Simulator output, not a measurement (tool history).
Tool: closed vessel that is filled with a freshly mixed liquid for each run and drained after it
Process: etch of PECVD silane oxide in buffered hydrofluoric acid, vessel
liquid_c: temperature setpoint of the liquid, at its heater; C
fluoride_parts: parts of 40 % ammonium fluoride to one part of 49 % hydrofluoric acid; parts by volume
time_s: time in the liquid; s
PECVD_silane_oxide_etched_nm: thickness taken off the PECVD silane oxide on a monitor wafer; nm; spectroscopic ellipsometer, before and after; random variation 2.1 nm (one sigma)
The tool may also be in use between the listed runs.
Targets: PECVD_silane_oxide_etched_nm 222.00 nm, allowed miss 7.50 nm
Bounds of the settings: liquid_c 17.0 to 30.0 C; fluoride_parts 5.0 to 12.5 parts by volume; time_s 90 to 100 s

| run | day | liquid_c | fluoride_parts | time_s | PECVD_silane_oxide_etched_nm |
|---|---|---|---|---|---|
| 1 | 0.000 | 22.0 | 7.5 | 90 | 149.89 |
| 2 | 0.025 | 22.0 | 7.5 | 90 | 150.17 |
| 3 | 0.362 | 22.0 | 9.0 | 90 | 123.16 |
| 4 | 0.479 | 22.0 | 9.0 | 90 | 126.07 |
| 5 | 0.604 | 24.0 | 9.0 | 90 | 139.73 |
| 6 | 0.875 | 24.0 | 9.0 | 90 | 137.89 |
| 7 | 1.083 | 25.5 | 8.5 | 90 | 159.38 |
| 8 | 1.121 | 26.5 | 8.5 | 90 | 168.44 |
| 9 | 1.358 | 27.5 | 8.5 | 90 | 175.53 |
| 10 | 1.617 | 28.0 | 8.0 | 90 | 194.14 |

4 next moves are on the table. One of them brings every result within its allowed miss. Which?
| A | 1.875 | 27.5 | 7.0 | 90 | ? |
| B | 1.875 | 26.5 | 8.5 | 90 | ? |
| C | 1.875 | 29.0 | 7.0 | 90 | ? |
| D | 1.875 | 28.0 | 9.5 | 100 | ? |

| move | PECVD_silane_oxide_etched_nm |
|---|---|
| A | 220.01 |
| B | 169.10 |
| C | 238.20 |
| D | 184.92 |
A: meets every target
B: further off than the last run
C: takes the result that was furthest off past its target
D: further off than the last run
Move A is the one to make.
